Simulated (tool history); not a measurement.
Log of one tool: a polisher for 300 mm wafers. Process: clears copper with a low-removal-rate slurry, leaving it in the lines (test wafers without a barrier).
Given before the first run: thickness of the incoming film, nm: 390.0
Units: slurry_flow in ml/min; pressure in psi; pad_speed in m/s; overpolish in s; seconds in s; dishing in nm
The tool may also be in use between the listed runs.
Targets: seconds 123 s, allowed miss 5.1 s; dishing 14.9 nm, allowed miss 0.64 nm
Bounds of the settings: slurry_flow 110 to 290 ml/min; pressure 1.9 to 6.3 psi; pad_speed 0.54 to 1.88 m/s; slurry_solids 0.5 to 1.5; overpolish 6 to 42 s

{"run": 1, "day": 0.0, "slurry_flow": 185, "pressure": 4.1, "pad_speed": 1.2, "slurry_solids": 1, "overpolish": 21, "seconds": 76.576, "dishing": 56.28}
{"run": 2, "day": 0.104, "slurry_flow": 155, "pressure": 4.1, "pad_speed": 1.2, "slurry_solids": 1, "overpolish": 21, "seconds": 78.517, "dishing": 56.19}
{"run": 3, "day": 0.212, "slurry_flow": 180, "pressure": 3.7, "pad_speed": 1.14, "slurry_solids": 1, "overpolish": 18, "seconds": 86.475, "dishing": 49.172}
{"run": 4, "day": 0.55, "slurry_flow": 180, "pressure": 3.7, "pad_speed": 1.14, "slurry_solids": 1.1, "overpolish": 18, "seconds": 85.964, "dishing": 49.596}
{"run": 5, "day": 0.758, "slurry_flow": 180, "pressure": 3.7, "pad_speed": 1.14, "slurry_solids": 1.15, "overpolish": 18, "seconds": 84.542, "dishing": 49.244}
{"run": 6, "day": 0.808, "slurry_flow": 200, "pressure": 3.4, "pad_speed": 1.04, "slurry_solids": 1.2, "overpolish": 16, "seconds": 94.774, "dishing": 41.307}
{"run": 7, "day": 1.179, "slurry_flow": 250, "pressure": 2.3, "pad_speed": 0.7, "slurry_solids": 1.45, "overpolish": 6, "seconds": 160.84, "dishing": 11.611}
{"run": 8, "day": 1.388, "slurry_flow": 250, "pressure": 2.5, "pad_speed": 0.7, "slurry_solids": 1.45, "overpolish": 6, "seconds": 154.56, "dishing": 12.09}
{"run": 9, "day": 1.521, "slurry_flow": 250, "pressure": 2.7, "pad_speed": 0.7, "slurry_solids": 1.45, "overpolish": 6, "seconds": 146.76, "dishing": 12.504}
{"run": 10, "day": 1.883, "slurry_flow": 245, "pressure": 2.8, "pad_speed": 0.7, "slurry_solids": 1.45, "overpolish": 6, "seconds": 144.15, "dishing": 12.975}
{"run": 11, "day": 1.925, "slurry_flow": 245, "pressure": 2.9, "pad_speed": 0.7, "slurry_solids": 1.45, "overpolish": 6, "seconds": 140.92, "dishing": 13.252}
{"run": 12, "day": 2.238, "slurry_flow": 245, "pressure": 3, "pad_speed": 0.7, "slurry_solids": 1.45, "overpolish": 6, "seconds": 136.08, "dishing": 13.596}
{"run": 13, "day": 2.408, "slurry_flow": 245, "pressure": 3.1, "pad_speed": 0.7, "slurry_solids": 1.45, "overpolish": 6, "seconds": 137.37, "dishing": 13.854}
{"run": 14, "day": 2.496, "slurry_flow": 245, "pressure": 3.1, "pad_speed": 0.7, "slurry_solids": 1.45, "overpolish": 6, "seconds": 135.69, "dishing": 13.687}
{"run": 15, "day": 2.575, "slurry_flow": 245, "pressure": 3.2, "pad_speed": 0.7, "slurry_solids": 1.45, "overpolish": 6, "seconds": 131.68, "dishing": 13.884}
{"run": 16, "day": 2.912, "slurry_flow": 245, "pressure": 3.3, "pad_speed": 0.7, "slurry_solids": 1.45, "overpolish": 6, "seconds": 130.25, "dishing": 14.121}

4 next moves are on the table. One of them brings every result within its allowed miss. Which?
{"run": "A", "day": 3.25, "slurry_flow": 220, "pressure": 3.5, "pad_speed": 0.72, "slurry_solids": 1.5, "overpolish": 6, "seconds": "?", "dishing": "?"}
{"run": "B", "day": 3.25, "slurry_flow": 245, "pressure": 3.1, "pad_speed": 0.68, "slurry_solids": 1.5, "overpolish": 6, "seconds": "?", "dishing": "?"}
{"run": "C", "day": 3.25, "slurry_flow": 250, "pressure": 3, "pad_speed": 0.72, "slurry_solids": 1.35, "overpolish": 6, "seconds": "?", "dishing": "?"}
{"run": "D", "day": 3.25, "slurry_flow": 220, "pressure": 4.3, "pad_speed": 0.68, "slurry_solids": 1.5, "overpolish": 6, "seconds": "?", "dishing": "?"}

move=A seconds=122.59 dishing=14.719
move=B seconds=138.16 dishing=13.186
move=C seconds=136.83 dishing=13.301
move=D seconds=112.55 dishing=15.927
A: each result inside its tolerance
B: lands further from the targets than the last run did
C: lands further from the targets than the last run did
D: takes the biggest miss from the last run beyond its target
Move A is the one to make.
